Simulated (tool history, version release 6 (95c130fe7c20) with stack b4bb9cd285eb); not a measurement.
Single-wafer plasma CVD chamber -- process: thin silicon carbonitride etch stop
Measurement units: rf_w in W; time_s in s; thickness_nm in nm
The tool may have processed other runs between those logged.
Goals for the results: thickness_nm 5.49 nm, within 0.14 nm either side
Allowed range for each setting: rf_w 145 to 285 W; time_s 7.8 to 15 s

run 1 hour=0 | rf_w=215 time_s=11.4 | thickness_nm=6.4613
run 2 hour=5 | rf_w=205 time_s=11 | thickness_nm=6.0421
run 3 hour=8.2 | rf_w=225 time_s=11 | thickness_nm=6.3189
run 4 hour=12.8 | rf_w=210 time_s=10.8 | thickness_nm=6.0057
run 5 hour=17.1 | rf_w=210 time_s=11.9 | thickness_nm=6.6928
run 6 hour=25.1 | rf_w=195 time_s=11.5 | thickness_nm=6.2175
run 7 hour=29.8 | rf_w=185 time_s=11.3 | thickness_nm=5.9404
-- hour=37.2 RF generator calibrated
run 8 hour=37.2 | rf_w=155 time_s=11 | thickness_nm=5.3368

Next run, 4 choices. One meets every target within its allowed miss, the rest don't. Which?
run A hour=44.6 | rf_w=145 time_s=11 | thickness_nm=?
run B hour=44.6 | rf_w=165 time_s=11 | thickness_nm=?
run C hour=44.6 | rf_w=160 time_s=10.4 | thickness_nm=?
run D hour=44.6 | rf_w=150 time_s=10.7 | thickness_nm=?

move=A thickness_nm=5.1362
move=B thickness_nm=5.5216
move=C thickness_nm=5.1349
move=D thickness_nm=5.096
A: the biggest miss grows against the last run
B: hits every target within its allowed miss
C: the biggest miss grows against the last run
D: the biggest miss grows against the last run
Correct choice: B, which meets every target
